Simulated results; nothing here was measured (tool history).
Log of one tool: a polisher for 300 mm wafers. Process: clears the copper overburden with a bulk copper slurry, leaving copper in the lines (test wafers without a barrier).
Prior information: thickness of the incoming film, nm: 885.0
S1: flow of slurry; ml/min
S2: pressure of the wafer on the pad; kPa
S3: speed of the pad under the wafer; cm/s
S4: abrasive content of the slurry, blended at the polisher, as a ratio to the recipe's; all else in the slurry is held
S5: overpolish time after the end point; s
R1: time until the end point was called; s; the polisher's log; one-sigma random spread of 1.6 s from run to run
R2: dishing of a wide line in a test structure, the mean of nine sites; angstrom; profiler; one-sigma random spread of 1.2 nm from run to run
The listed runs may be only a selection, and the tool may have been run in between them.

run 1 hour=0.0 | S1=145 S2=21.4 S3=86 S4=1.0 S5=16 | R1=121.61 R2=545.23
run 2 hour=7.5 | S1=145 S2=16.5 S3=86 S4=1.0 S5=16 | R1=148.65 R2=494.64
run 3 hour=8.2 | S1=145 S2=16.5 S3=86 S4=1.0 S5=12 | R1=152.43 R2=408.71
run 4 hour=13.9 | S1=145 S2=18.6 S3=86 S4=1.0 S5=13 | R1=133.85 R2=458.68
run 5 hour=20.7 | S1=145 S2=20.0 S3=86 S4=1.0 S5=14 | R1=130.93 R2=489.19
run 6 hour=28.6 | S1=145 S2=24.8 S3=86 S4=1.0 S5=14 | R1=106.43 R2=560.97
run 7 hour=36.4 | S1=145 S2=25.5 S3=86 S4=1.0 S5=15 | R1=109.30 R2=600.20
run 8 hour=42.8 | S1=145 S2=26.2 S3=86 S4=1.0 S5=15 | R1=106.37 R2=609.97

What will run 9 give?
run 9 hour=48.3 | S1=145 S2=26.9 S3=86 S4=1.0 S5=15 | R1=? R2=?

Run 9 came out at R1 102.89 s, R2 588.46 angstrom.
